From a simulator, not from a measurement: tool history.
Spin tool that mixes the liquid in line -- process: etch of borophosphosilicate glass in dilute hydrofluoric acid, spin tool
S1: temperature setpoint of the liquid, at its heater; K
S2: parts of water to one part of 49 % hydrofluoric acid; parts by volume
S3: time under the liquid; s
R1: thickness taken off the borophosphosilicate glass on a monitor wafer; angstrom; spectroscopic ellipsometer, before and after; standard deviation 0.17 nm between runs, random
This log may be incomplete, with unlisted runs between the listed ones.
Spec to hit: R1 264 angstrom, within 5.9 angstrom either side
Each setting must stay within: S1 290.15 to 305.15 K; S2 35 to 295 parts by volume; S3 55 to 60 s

run  hour      S1   S2  S3      R1
  1     0  297.15  165  55  190.96
  2   6.9  300.15  165  55  210.92
  3  15.5  298.15  165  55  196.33
  4  16.1  298.15  120  55  285.77
  5  18.6  298.15  145  55  230.81
  6  21.1  298.15  105  55  336.16
  7  27.4  297.15  105  55  320.05
  8  29.9  296.65  105  55  316.17
  9  35.5  296.15  105  55  303.74
 10    43  295.65  105  55  298.82
 11  43.7  295.15  105  55  298.73
 12  46.7  294.65  105  55  288.45
 13  51.9  294.15  105  55  285.36
 14  56.8  293.15  105  55  273.14

Of the 4 settings listed for the next run, only one would bring every result within its allowed miss of target. Which one?
  A  61.7  292.65  115  60   ?
  B  61.7  297.65  120  55   ?
  C  61.7  294.65  110  55   ?
  D  61.7  293.15  110  60   ?

move      R1
   A  263.91
   B  281.37
   C  275.81
   D  283.14
A: all results in spec
B: the biggest miss grows against the last run
C: the biggest miss grows against the last run
D: the biggest miss grows against the last run
A meets every target.
